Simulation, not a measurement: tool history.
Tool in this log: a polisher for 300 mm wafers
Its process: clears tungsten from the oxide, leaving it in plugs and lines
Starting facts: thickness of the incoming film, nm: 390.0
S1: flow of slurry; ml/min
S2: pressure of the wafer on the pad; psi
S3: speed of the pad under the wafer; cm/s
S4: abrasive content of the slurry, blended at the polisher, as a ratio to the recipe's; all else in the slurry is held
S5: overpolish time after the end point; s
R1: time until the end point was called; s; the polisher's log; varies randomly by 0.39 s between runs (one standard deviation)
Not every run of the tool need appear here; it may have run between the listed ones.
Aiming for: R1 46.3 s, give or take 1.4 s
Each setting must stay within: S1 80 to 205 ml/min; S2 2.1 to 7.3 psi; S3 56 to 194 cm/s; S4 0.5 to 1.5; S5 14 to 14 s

{"run": 1, "hour": 0.0, "S1": 135, "S2": 4.7, "S3": 124, "S4": 1, "S5": 14, "R1": 64.461}
{"run": 2, "hour": 2.0, "S1": 140, "S2": 4.9, "S3": 124, "S4": 1, "S5": 14, "R1": 61.289}
{"run": 3, "hour": 6.6, "S1": 145, "S2": 5, "S3": 124, "S4": 1, "S5": 14, "R1": 59.374}
{"run": 4, "hour": 8.3, "S1": 170, "S2": 5, "S3": 124, "S4": 1, "S5": 14, "R1": 58.961}
{"run": 5, "hour": 9.3, "S1": 170, "S2": 5.1, "S3": 124, "S4": 1, "S5": 14, "R1": 58.027}
{"run": 6, "hour": 13.9, "S1": 170, "S2": 5.2, "S3": 124, "S4": 1, "S5": 14, "R1": 56.524}
{"run": 7, "hour": 15.9, "S1": 170, "S2": 5.3, "S3": 124, "S4": 1, "S5": 14, "R1": 54.869}
{"run": 8, "hour": 21.2, "S1": 170, "S2": 5.3, "S3": 124, "S4": 1, "S5": 14, "R1": 55.479}
{"run": 9, "hour": 26.5, "S1": 170, "S2": 5.4, "S3": 124, "S4": 1, "S5": 14, "R1": 54.126}
{"run": 10, "hour": 34.0, "S1": 170, "S2": 5.5, "S3": 124, "S4": 1, "S5": 14, "R1": 53.058}
{"run": 11, "hour": 38.8, "S1": 170, "S2": 5.6, "S3": 124, "S4": 1, "S5": 14, "R1": 53.035}
{"run": 12, "hour": 47.0, "S1": 170, "S2": 5.7, "S3": 124, "S4": 1, "S5": 14, "R1": 51.826}
{"run": 13, "hour": 53.0, "S1": 170, "S2": 5.8, "S3": 124, "S4": 1, "S5": 14, "R1": 50.949}
{"run": 14, "hour": 53.8, "S1": 170, "S2": 5.9, "S3": 124, "S4": 1, "S5": 14, "R1": 50.363}

Exactly one of the 4 candidate moves below puts every result within its allowed miss. Which one?
{"run": "A", "hour": 54.6, "S1": 190, "S2": 6.5, "S3": 124, "S4": 1.15, "S5": 14, "R1": "?"}
{"run": "B", "hour": 54.6, "S1": 180, "S2": 6, "S3": 122, "S4": 0.9, "S5": 14, "R1": "?"}
{"run": "C", "hour": 54.6, "S1": 185, "S2": 5.9, "S3": 142, "S4": 1, "S5": 14, "R1": "?"}
{"run": "D", "hour": 54.6, "S1": 165, "S2": 5.8, "S3": 140, "S4": 0.95, "S5": 14, "R1": "?"}

move=A R1=43.085
move=B R1=50.885
move=C R1=44.083
move=D R1=46.74
A: the result that was furthest off in the last run now lies on the other side of its target
B: lands further from the targets than the last run did
C: the result that was furthest off in the last run now lies on the other side of its target
D: all results in spec
The move that meets every target is D.
